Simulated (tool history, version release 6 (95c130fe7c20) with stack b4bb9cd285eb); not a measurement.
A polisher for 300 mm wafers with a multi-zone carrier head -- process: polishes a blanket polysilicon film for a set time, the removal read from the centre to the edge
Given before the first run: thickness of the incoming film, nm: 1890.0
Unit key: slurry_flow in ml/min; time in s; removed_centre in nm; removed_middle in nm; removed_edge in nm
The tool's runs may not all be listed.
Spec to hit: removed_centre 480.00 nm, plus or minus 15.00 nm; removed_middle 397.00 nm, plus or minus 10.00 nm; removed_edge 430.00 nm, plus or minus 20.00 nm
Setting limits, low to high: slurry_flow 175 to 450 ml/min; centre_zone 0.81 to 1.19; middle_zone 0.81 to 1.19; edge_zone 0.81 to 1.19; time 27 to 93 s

run,hour,slurry_flow,centre_zone,middle_zone,edge_zone,time,removed_centre,removed_middle,removed_edge
1,0.0,290,1.00,1.00,1.00,59,617.12,612.25,588.56
2,7.1,290,1.00,0.95,1.00,59,625.27,600.34,601.44
3,15.5,290,1.00,0.95,0.96,59,615.63,606.38,562.49
4,19.5,280,1.02,0.92,0.97,54,575.18,537.75,541.89
5,24.9,275,1.04,0.89,0.95,51,553.29,508.81,500.42
6,29.9,270,1.06,0.87,0.96,48,522.28,456.13,472.44
7,33.5,260,1.07,0.86,0.96,47,524.03,447.17,463.61
8,36.7,250,1.07,0.85,0.96,46,507.68,439.59,453.36
9,42.8,250,1.07,0.84,0.96,45,505.01,420.50,435.35
10,47.0,245,1.06,0.83,0.97,45,492.97,418.06,437.90

Below are 4 possible settings for the next run. Only one of them brings all results inside the allowed miss of their targets. Which is it?
A,51.2,280,1.17,0.81,1.02,43,?,?,?
B,51.2,265,1.11,0.82,1.03,42,?,?,?
C,51.2,230,1.05,0.85,0.93,45,?,?,?
D,51.2,310,1.19,0.91,0.88,42,?,?,?

move,removed_centre,removed_middle,removed_edge
A,507.61,401.97,440.85
B,471.82,393.18,430.81
C,475.69,423.34,437.71
D,507.91,419.69,407.40
A: brings the result that was furthest off to its target, and leaves another outside
B: each result inside its tolerance
C: the biggest miss grows against the last run
D: the biggest miss grows against the last run
The right move is B.
